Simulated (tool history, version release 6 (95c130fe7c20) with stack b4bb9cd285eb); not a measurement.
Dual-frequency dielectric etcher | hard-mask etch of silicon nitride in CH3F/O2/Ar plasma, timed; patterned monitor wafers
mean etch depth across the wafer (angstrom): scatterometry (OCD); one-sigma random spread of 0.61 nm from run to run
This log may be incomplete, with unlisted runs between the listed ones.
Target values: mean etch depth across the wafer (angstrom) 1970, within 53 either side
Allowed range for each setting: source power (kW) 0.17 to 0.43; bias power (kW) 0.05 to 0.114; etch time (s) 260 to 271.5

run	day	source power (kW)	bias power (kW)	etch time (s)	mean etch depth across the wafer (angstrom)
1	0	0.3	0.082	260	1610.9
2	0.025	0.32	0.085	261	1683.7
3	0.158	0.27	0.085	261	1574.7
4	0.421	0.27	0.075	261	1488.7
5	0.454	0.3	0.079	262	1604.8
6	0.788	0.32	0.081	262.5	1659.4
7	1.012	0.34	0.083	263	1732.4
8	1.329	0.36	0.084	263.5	1779.1

Consider the 4 candidate settings below. Which is the only one whose results all fall within their allowed miss of target?
A	1.646	0.37	0.073	264.5	?
B	1.646	0.37	0.086	271.5	?
C	1.646	0.29	0.081	262.5	?
D	1.646	0.41	0.094	265	?

move	mean etch depth across the wafer (angstrom)
A	1679.3
B	1874.5
C	1597.1
D	1990.8
A: its largest miss is bigger than the last run's
B: moves toward the targets from the last run without getting all of them in spec
C: its largest miss is bigger than the last run's
D: all results land within tolerance of their targets
D meets every target.
